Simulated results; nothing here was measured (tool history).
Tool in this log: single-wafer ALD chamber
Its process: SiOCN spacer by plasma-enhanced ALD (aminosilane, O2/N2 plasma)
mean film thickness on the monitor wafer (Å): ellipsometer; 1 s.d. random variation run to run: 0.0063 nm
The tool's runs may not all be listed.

run	hour	heater temperature setpoint (K)	number of ALD cycles (cycles)	mean film thickness on the monitor wafer (Å)
1	0.0	688.15	37	20.469
2	6.8	689.15	36	19.746
3	8.8	689.15	39	21.455
4	14.9	693.15	39	21.179
5	22.9	698.15	39	20.668
6	30.5	699.15	38	20.312
7	37.6	700.15	37	19.602
8	45.5	701.15	36	19.197

Forecast run 9:
9	47.8	702.15	35	?

mean film thickness on the monitor wafer (Å): 18.350
